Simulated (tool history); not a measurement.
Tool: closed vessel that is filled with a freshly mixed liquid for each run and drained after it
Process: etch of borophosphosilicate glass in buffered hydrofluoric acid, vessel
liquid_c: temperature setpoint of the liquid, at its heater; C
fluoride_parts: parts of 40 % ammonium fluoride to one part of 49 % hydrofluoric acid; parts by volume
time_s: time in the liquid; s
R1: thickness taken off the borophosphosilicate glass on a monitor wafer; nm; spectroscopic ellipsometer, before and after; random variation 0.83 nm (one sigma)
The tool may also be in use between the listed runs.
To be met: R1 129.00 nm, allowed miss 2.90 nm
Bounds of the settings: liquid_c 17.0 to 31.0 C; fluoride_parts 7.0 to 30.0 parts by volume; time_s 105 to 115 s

Run 1, hour 0.0: liquid_c 23.0 C, fluoride_parts 19.0 parts by volume, time_s 105 s. Result: R1 105.06 nm.
Run 2, hour 6.9: liquid_c 23.5 C, fluoride_parts 19.0 parts by volume, time_s 105 s. Result: R1 110.09 nm.
Run 3, hour 14.0: liquid_c 24.0 C, fluoride_parts 19.0 parts by volume, time_s 105 s. Result: R1 111.84 nm.
Run 4, hour 21.3: liquid_c 24.5 C, fluoride_parts 19.0 parts by volume, time_s 105 s. Result: R1 115.89 nm.
Run 5, hour 21.8: liquid_c 25.0 C, fluoride_parts 19.0 parts by volume, time_s 105 s. Result: R1 119.38 nm.
Run 6, hour 24.6: liquid_c 26.0 C, fluoride_parts 19.0 parts by volume, time_s 105 s. Result: R1 123.62 nm.
At hour 27.9: hydrofluoric acid flow meter replaced.
Run 7, hour 27.9: liquid_c 26.5 C, fluoride_parts 19.0 parts by volume, time_s 105 s. Result: R1 136.40 nm.
Run 8, hour 34.2: liquid_c 26.0 C, fluoride_parts 19.0 parts by volume, time_s 105 s. Result: R1 132.21 nm.

Which of these 4 next moves meets every target?
Run A, hour 40.5: liquid_c 24.5 C, fluoride_parts 18.0 parts by volume, time_s 110 s. Result: R1 ?.
Run B, hour 40.5: liquid_c 26.5 C, fluoride_parts 21.5 parts by volume, time_s 110 s. Result: R1 ?.
Run C, hour 40.5: liquid_c 26.0 C, fluoride_parts 20.0 parts by volume, time_s 115 s. Result: R1 ?.
Run D, hour 40.5: liquid_c 26.5 C, fluoride_parts 18.5 parts by volume, time_s 105 s. Result: R1 ?.

move      R1
   A  135.46
   B  129.29
   C  138.32
   D  140.11
A: further off than the last run
B: meets every target
C: further off than the last run
D: further off than the last run
The right move is B.

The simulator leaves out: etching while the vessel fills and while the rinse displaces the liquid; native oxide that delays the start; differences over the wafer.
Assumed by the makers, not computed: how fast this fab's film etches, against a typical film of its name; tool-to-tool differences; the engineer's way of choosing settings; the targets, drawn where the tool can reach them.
